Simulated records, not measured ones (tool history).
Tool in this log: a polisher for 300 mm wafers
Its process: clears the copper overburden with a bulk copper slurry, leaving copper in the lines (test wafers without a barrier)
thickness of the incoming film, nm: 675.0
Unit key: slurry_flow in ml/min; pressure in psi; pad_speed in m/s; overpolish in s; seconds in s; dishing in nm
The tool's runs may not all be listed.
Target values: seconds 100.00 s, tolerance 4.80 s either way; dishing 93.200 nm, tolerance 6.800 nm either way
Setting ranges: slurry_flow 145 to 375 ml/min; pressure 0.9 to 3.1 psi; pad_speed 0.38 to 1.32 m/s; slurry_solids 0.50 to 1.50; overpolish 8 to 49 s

| run | hour | slurry_flow | pressure | pad_speed | slurry_solids | overpolish | seconds | dishing |
|---|---|---|---|---|---|---|---|---|
| 1 | 0.0 | 240 | 2.0 | 0.84 | 1.00 | 25 | 143.13 | 70.671 |
| 2 | 2.8 | 240 | 2.0 | 0.62 | 1.00 | 25 | 195.82 | 58.225 |
| 3 | 6.0 | 240 | 2.2 | 0.64 | 1.00 | 25 | 173.46 | 64.015 |
| 4 | 14.6 | 240 | 2.7 | 0.64 | 1.00 | 25 | 140.94 | 75.137 |
| 5 | 17.4 | 240 | 2.8 | 0.66 | 1.00 | 25 | 133.75 | 79.866 |
| 6 | 21.0 | 240 | 2.8 | 0.68 | 1.00 | 25 | 130.23 | 80.044 |
| 7 | 25.9 | 240 | 2.8 | 0.70 | 1.00 | 25 | 125.84 | 80.665 |
|  | 31.4 | slurry nozzle cleaned |
| 8 | 31.4 | 240 | 2.8 | 0.72 | 1.00 | 25 | 118.16 | 87.923 |
| 9 | 36.4 | 240 | 2.8 | 0.72 | 1.00 | 24 | 116.07 | 84.739 |
| 10 | 43.0 | 240 | 3.0 | 0.72 | 1.00 | 23 | 111.07 | 84.808 |

5 candidate next runs follow, results not yet known. Just one meets every target within its allowed miss. Identify it.
| A | 49.6 | 255 | 3.1 | 0.70 | 0.95 | 38 | ? | ? |
| B | 49.6 | 225 | 2.2 | 0.88 | 1.20 | 27 | ? | ? |
| C | 49.6 | 285 | 3.0 | 0.78 | 1.10 | 24 | ? | ? |
| D | 49.6 | 220 | 2.9 | 0.72 | 1.00 | 32 | ? | ? |
| E | 49.6 | 300 | 2.6 | 0.88 | 1.00 | 31 | ? | ? |

| move | seconds | dishing |
|---|---|---|
| A | 110.12 | 115.330 |
| B | 119.79 | 85.560 |
| C | 98.50 | 94.279 |
| D | 115.35 | 101.320 |
| E | 102.12 | 104.380 |
A: moves away from the targets compared with the last run
B: moves away from the targets compared with the last run
C: every result lands within tolerance
D: moves away from the targets compared with the last run
E: meets the target for the result that was furthest off, but another lies outside its allowed miss
Move C is the one to make.

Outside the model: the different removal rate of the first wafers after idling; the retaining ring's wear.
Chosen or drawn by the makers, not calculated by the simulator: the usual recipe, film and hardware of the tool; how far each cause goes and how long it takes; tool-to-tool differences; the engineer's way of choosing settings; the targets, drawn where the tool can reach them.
